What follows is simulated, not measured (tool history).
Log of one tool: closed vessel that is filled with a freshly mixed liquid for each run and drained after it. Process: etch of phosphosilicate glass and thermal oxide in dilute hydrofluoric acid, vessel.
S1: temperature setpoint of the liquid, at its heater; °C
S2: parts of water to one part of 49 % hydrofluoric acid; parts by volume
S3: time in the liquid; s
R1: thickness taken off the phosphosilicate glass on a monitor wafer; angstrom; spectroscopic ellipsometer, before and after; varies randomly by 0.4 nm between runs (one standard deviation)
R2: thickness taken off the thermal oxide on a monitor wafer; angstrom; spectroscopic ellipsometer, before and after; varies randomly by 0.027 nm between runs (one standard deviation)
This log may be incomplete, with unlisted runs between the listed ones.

run,day,S1,S2,S3,R1,R2
1,0,21,85,60,805.75,29.818
2,0.196,17.5,85,60,693.79,24.994
3,0.417,21,85,60,802.28,29.513
4,0.604,20,85,60,788.19,28.052
5,0.7,20,85,80,1036.3,37.549
6,0.871,19.5,95,80,898.61,32.063
7,0.921,19,100,80,828.03,30.226
8,1.012,18.5,105,80,775.66,27.76

What does the tool deliver on the next run?
9,1.088,18.5,110,80,?,?

{"run 9": {"R1": 733.75, "R2": 26.498}}

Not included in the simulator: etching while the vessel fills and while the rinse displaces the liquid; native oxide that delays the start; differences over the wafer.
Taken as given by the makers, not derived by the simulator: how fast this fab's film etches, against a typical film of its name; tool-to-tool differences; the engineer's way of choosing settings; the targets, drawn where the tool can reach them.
